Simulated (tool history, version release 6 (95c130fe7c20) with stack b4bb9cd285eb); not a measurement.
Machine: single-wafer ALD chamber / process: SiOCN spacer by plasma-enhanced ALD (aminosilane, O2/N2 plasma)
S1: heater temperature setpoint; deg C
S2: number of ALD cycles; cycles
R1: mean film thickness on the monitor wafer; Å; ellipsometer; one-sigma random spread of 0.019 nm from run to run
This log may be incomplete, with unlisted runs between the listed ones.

Run 1, day 0.000: S1 380 deg C, S2 59 cycles. Result: R1 40.230 Å.
Run 2, day 0.175: S1 370 deg C, S2 59 cycles. Result: R1 40.283 Å.
Run 3, day 0.367: S1 370 deg C, S2 54 cycles. Result: R1 36.795 Å.
Run 4, day 0.550: S1 370 deg C, S2 57 cycles. Result: R1 38.675 Å.
Run 5, day 0.588: S1 375 deg C, S2 57 cycles. Result: R1 39.047 Å.
Run 6, day 0.792: S1 375 deg C, S2 59 cycles. Result: R1 40.235 Å.
Run 7, day 1.092: S1 375 deg C, S2 61 cycles. Result: R1 41.905 Å.
Run 8, day 1.196: S1 375 deg C, S2 62 cycles. Result: R1 42.109 Å.
Run 9, day 1.350: S1 375 deg C, S2 63 cycles. Result: R1 43.139 Å.

The next listed run, before its measurement:
Run 10, day 1.662: S1 375 deg C, S2 64 cycles. Result: R1 ?.

{"run 10": {"R1": 43.716}}
